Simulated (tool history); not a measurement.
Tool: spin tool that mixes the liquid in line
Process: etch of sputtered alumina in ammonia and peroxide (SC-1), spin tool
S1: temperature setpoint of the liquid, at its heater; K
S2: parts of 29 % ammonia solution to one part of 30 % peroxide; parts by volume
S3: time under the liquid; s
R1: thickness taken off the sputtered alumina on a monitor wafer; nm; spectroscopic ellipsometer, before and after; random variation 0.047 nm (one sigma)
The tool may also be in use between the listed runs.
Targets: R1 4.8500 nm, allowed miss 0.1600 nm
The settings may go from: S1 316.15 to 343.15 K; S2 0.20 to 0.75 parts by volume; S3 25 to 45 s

{"run": 1, "day": 0.0, "S1": 332.15, "S2": 0.45, "S3": 45, "R1": 6.4134}
{"run": 2, "day": 0.179, "S1": 331.15, "S2": 0.45, "S3": 45, "R1": 6.0371}
{"run": 3, "day": 0.367, "S1": 337.15, "S2": 0.45, "S3": 45, "R1": 8.1941}
{"run": 4, "day": 0.438, "S1": 337.15, "S2": 0.45, "S3": 45, "R1": 8.0129}
{"run": 5, "day": 0.462, "S1": 337.15, "S2": 0.4, "S3": 45, "R1": 8.1151}
{"run": 6, "day": 0.625, "S1": 335.65, "S2": 0.4, "S3": 45, "R1": 7.523}
{"run": 7, "day": 0.667, "S1": 334.15, "S2": 0.4, "S3": 45, "R1": 6.9801}
{"run": 8, "day": 1.012, "S1": 326.15, "S2": 0.4, "S3": 45, "R1": 4.496}

Which of these 4 next moves meets every target?
{"run": "A", "day": 1.358, "S1": 325.15, "S2": 0.25, "S3": 45, "R1": "?"}
{"run": "B", "day": 1.358, "S1": 325.65, "S2": 0.5, "S3": 45, "R1": "?"}
{"run": "C", "day": 1.358, "S1": 326.15, "S2": 0.3, "S3": 45, "R1": "?"}
{"run": "D", "day": 1.358, "S1": 327.15, "S2": 0.4, "S3": 45, "R1": "?"}

move=A R1=4.1641
move=B R1=4.5699
move=C R1=4.4725
move=D R1=4.8501
A: further off than the last run
B: nearer than the last run, and not there yet
C: further off than the last run
D: meets every target
Move D is the one to make.
